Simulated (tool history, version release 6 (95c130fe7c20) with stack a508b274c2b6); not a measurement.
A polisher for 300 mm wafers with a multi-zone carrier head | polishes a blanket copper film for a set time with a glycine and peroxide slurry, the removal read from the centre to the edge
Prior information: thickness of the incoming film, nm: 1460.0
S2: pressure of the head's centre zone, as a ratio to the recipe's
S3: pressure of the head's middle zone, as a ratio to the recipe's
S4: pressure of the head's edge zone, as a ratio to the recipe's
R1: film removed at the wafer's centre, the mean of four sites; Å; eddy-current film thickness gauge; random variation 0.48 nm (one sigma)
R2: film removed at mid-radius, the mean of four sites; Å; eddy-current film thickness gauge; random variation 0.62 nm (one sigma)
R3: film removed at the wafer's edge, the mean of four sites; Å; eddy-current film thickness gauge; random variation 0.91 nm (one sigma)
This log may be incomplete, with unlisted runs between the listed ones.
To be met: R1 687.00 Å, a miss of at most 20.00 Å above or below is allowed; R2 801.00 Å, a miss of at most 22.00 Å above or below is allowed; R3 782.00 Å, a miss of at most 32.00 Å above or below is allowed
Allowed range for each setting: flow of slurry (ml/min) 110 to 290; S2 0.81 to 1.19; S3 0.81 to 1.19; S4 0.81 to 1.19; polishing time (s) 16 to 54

Run 1, hour 0.0: flow of slurry (ml/min) 185, S2 1.00, S3 1.00, S4 1.00, polishing time (s) 35. Result: R1 1145.30 Å, R2 1125.20 Å, R3 1078.10 Å.
Run 2, hour 2.4: flow of slurry (ml/min) 185, S2 1.00, S3 1.04, S4 1.00, polishing time (s) 35. Result: R1 1144.10 Å, R2 1152.40 Å, R3 1107.10 Å.
Run 3, hour 7.1: flow of slurry (ml/min) 180, S2 0.98, S3 1.03, S4 1.00, polishing time (s) 34. Result: R1 1077.80 Å, R2 1105.40 Å, R3 1066.00 Å.
Run 4, hour 11.9: flow of slurry (ml/min) 180, S2 0.98, S3 1.03, S4 0.96, polishing time (s) 34. Result: R1 1078.00 Å, R2 1103.40 Å, R3 1050.20 Å.
Run 5, hour 19.2: flow of slurry (ml/min) 180, S2 0.98, S3 1.03, S4 1.02, polishing time (s) 34. Result: R1 1074.60 Å, R2 1095.20 Å, R3 1060.60 Å.
Run 6, hour 27.6: flow of slurry (ml/min) 180, S2 0.98, S3 1.03, S4 1.06, polishing time (s) 34. Result: R1 1073.40 Å, R2 1101.60 Å, R3 1091.80 Å.
Run 7, hour 31.6: flow of slurry (ml/min) 175, S2 0.96, S3 1.02, S4 1.04, polishing time (s) 33. Result: R1 1026.00 Å, R2 1067.70 Å, R3 1046.40 Å.
Run 8, hour 38.4: flow of slurry (ml/min) 170, S2 0.94, S3 1.01, S4 1.03, polishing time (s) 32. Result: R1 966.53 Å, R2 1022.20 Å, R3 1012.60 Å.
Run 9, hour 39.3: flow of slurry (ml/min) 165, S2 0.93, S3 1.00, S4 1.01, polishing time (s) 31. Result: R1 924.90 Å, R2 958.08 Å, R3 963.86 Å.
Run 10, hour 43.9: flow of slurry (ml/min) 160, S2 0.92, S3 1.01, S4 0.99, polishing time (s) 30. Result: R1 889.81 Å, R2 925.58 Å, R3 935.00 Å.
Run 11, hour 50.7: flow of slurry (ml/min) 160, S2 0.91, S3 1.02, S4 0.98, polishing time (s) 29. Result: R1 833.87 Å, R2 926.97 Å, R3 900.74 Å.
Run 12, hour 54.5: flow of slurry (ml/min) 155, S2 0.90, S3 1.01, S4 0.97, polishing time (s) 29. Result: R1 825.61 Å, R2 907.40 Å, R3 892.05 Å.
Run 13, hour 58.1: flow of slurry (ml/min) 125, S2 0.81, S3 1.00, S4 0.90, polishing time (s) 26. Result: R1 623.15 Å, R2 757.60 Å, R3 744.57 Å.
Run 14, hour 65.7: flow of slurry (ml/min) 130, S2 0.81, S3 1.00, S4 0.90, polishing time (s) 26. Result: R1 629.91 Å, R2 781.09 Å, R3 739.41 Å.
Run 15, hour 69.0: flow of slurry (ml/min) 160, S2 0.86, S3 0.97, S4 0.97, polishing time (s) 27. Result: R1 737.85 Å, R2 812.07 Å, R3 819.72 Å.
Run 16, hour 70.7: flow of slurry (ml/min) 155, S2 0.86, S3 0.97, S4 0.96, polishing time (s) 27. Result: R1 726.08 Å, R2 807.84 Å, R3 803.83 Å.
Run 17, hour 74.9: flow of slurry (ml/min) 145, S2 0.85, S3 0.98, S4 0.94, polishing time (s) 27. Result: R1 705.70 Å, R2 811.03 Å, R3 807.15 Å.
Run 18, hour 82.8: flow of slurry (ml/min) 145, S2 0.85, S3 0.98, S4 0.93, polishing time (s) 27. Result: R1 698.88 Å, R2 811.38 Å, R3 797.09 Å.

Which of these 4 next moves meets every target?
Run A, hour 90.7: flow of slurry (ml/min) 215, S2 0.83, S3 0.98, S4 0.95, polishing time (s) 25. Result: R1 ?, R2 ?, R3 ?.
Run B, hour 90.7: flow of slurry (ml/min) 170, S2 0.83, S3 1.00, S4 0.90, polishing time (s) 27. Result: R1 ?, R2 ?, R3 ?.
Run C, hour 90.7: flow of slurry (ml/min) 135, S2 0.81, S3 0.99, S4 0.96, polishing time (s) 28. Result: R1 ?, R2 ?, R3 ?.
Run D, hour 90.7: flow of slurry (ml/min) 145, S2 0.88, S3 0.98, S4 0.91, polishing time (s) 27. Result: R1 ?, R2 ?, R3 ?.

move      R1      R2      R3
   A  691.33  807.55  791.66
   B  717.08  855.73  811.66
   C  689.60  841.38  840.00
   D  735.38  816.36  798.63
A: every result lands within tolerance
B: its largest miss is bigger than the last run's
C: gets the furthest-off result to its target, but another result is out of tolerance
D: its largest miss is bigger than the last run's
The move that meets every target is A.
